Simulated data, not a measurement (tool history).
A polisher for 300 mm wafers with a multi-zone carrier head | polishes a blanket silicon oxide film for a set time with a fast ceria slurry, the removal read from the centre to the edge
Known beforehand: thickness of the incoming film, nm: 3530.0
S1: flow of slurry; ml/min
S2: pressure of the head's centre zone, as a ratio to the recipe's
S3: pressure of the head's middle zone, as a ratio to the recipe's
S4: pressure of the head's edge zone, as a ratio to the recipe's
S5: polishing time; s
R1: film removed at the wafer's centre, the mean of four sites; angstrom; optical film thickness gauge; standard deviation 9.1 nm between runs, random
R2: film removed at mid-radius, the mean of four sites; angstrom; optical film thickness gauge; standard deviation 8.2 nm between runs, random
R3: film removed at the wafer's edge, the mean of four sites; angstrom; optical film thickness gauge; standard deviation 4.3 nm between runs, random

run  hour   S1    S2    S3    S4  S5      R1      R2      R3
  1   0.0  275  1.00  1.00  1.00  32  4608.4  4735.9  4611.3
  2   0.6  280  1.02  1.02  1.02  33  4822.1  4843.8  4759.1
  3   9.2  280  1.02  1.02  1.05  33  4937.6  4913.6  4849.6
  4  15.8  235  1.02  1.02  1.05  33  4668.1  4795.4  4825.3
  5  17.8  235  1.02  1.02  1.05  27  4016.7  3895.1  3968.5
  6  23.3  245  1.04  1.04  1.06  29  4272.4  4252.6  4279.0
  7  29.6  260  1.06  1.05  1.07  31  4651.2  4653.2  4607.5
  8  31.5  275  1.08  1.06  1.08  32  4787.3  4788.2  4714.5
  9  37.3  285  1.10  1.06  1.08  33  5119.8  5062.3  4956.5
 10  42.0  285  1.10  1.06  1.08  33  5078.4  4879.5  4900.4
 11  45.9  295  1.11  1.07  1.08  34  5438.6  5191.3  5125.8

Predict the results of run 12:
 12  50.5  300  1.12  1.08  1.09  35   ?   ?   ?

Run 12 produced R1 5600.1 angstrom, R2 5377.8 angstrom, R3 5250.5 angstrom.
